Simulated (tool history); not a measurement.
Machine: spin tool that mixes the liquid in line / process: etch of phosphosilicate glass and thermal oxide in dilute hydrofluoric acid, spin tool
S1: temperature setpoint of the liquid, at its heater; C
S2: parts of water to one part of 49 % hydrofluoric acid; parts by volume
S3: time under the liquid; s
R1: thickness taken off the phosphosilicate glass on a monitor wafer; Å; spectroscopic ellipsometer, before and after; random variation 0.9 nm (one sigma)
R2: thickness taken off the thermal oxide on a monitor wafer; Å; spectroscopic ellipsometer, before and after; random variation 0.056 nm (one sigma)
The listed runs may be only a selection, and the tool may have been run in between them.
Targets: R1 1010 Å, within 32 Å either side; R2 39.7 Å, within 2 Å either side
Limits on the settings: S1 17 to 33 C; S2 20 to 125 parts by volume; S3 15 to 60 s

Run 1, day 0: S1 25 C, S2 70 parts by volume, S3 30 s. Result: R1 596.41 Å, R2 23.288 Å.
Run 2, day 0.225: S1 23 C, S2 70 parts by volume, S3 30 s. Result: R1 548.51 Å, R2 21.473 Å.
Run 3, day 0.583: S1 24.5 C, S2 70 parts by volume, S3 30 s. Result: R1 581.96 Å, R2 23.068 Å.
Run 4, day 0.667: S1 25.5 C, S2 70 parts by volume, S3 30 s. Result: R1 607.78 Å, R2 23.851 Å.
Run 5, day 0.854: S1 26.5 C, S2 70 parts by volume, S3 30 s. Result: R1 640.8 Å, R2 25.128 Å.
Run 6, day 1.158: S1 25 C, S2 70 parts by volume, S3 30 s. Result: R1 595.07 Å, R2 22.862 Å.
Run 7, day 1.296: S1 26 C, S2 70 parts by volume, S3 30 s. Result: R1 622.59 Å, R2 24.139 Å.
Run 8, day 1.429: S1 27 C, S2 70 parts by volume, S3 30 s. Result: R1 645 Å, R2 25.139 Å.
Run 9, day 1.475: S1 28 C, S2 70 parts by volume, S3 30 s. Result: R1 681.83 Å, R2 26.398 Å.
Run 10, day 1.496: S1 28.5 C, S2 70 parts by volume, S3 30 s. Result: R1 678.4 Å, R2 26.553 Å.
Run 11, day 1.554: S1 29 C, S2 70 parts by volume, S3 30 s. Result: R1 705.49 Å, R2 27.706 Å.
Run 12, day 1.817: S1 29.5 C, S2 70 parts by volume, S3 30 s. Result: R1 710.9 Å, R2 28.347 Å.
Run 13, day 2.175: S1 29.5 C, S2 70 parts by volume, S3 30 s. Result: R1 704.12 Å, R2 27.957 Å.
Run 14, day 2.483: S1 30 C, S2 70 parts by volume, S3 30 s. Result: R1 719.07 Å, R2 27.8 Å.
Run 15, day 2.746: S1 30.5 C, S2 70 parts by volume, S3 30 s. Result: R1 732.31 Å, R2 29.096 Å.
Run 16, day 3.117: S1 31 C, S2 70 parts by volume, S3 30 s. Result: R1 747.46 Å, R2 29.382 Å.
Run 17, day 3.371: S1 31.5 C, S2 70 parts by volume, S3 30 s. Result: R1 766.27 Å, R2 29.993 Å.
Run 18, day 3.629: S1 32.5 C, S2 60 parts by volume, S3 30 s. Result: R1 937.05 Å, R2 37.012 Å.
Run 19, day 3.996: S1 33 C, S2 55 parts by volume, S3 30 s. Result: R1 1067.1 Å, R2 40.855 Å.

Which one of the following 4 next-run settings gets every result inside its allowed miss? There is exactly one.
Run A, day 4.362: S1 32 C, S2 95 parts by volume, S3 50 s. Result: R1 ?, R2 ?.
Run B, day 4.362: S1 30.5 C, S2 45 parts by volume, S3 25 s. Result: R1 ?, R2 ?.
Run C, day 4.362: S1 33 C, S2 90 parts by volume, S3 45 s. Result: R1 ?, R2 ?.
Run D, day 4.362: S1 32 C, S2 60 parts by volume, S3 30 s. Result: R1 ?, R2 ?.

move      R1      R2
   A  939.26  36.847
   B  1010.9  39.655
   C  932.87  36.596
   D  941.67  36.941
A: pushes the last run's worst result past its target
B: all results land within tolerance of their targets
C: pushes the last run's worst result past its target
D: pushes the last run's worst result past its target
Correct choice: B, which meets every target
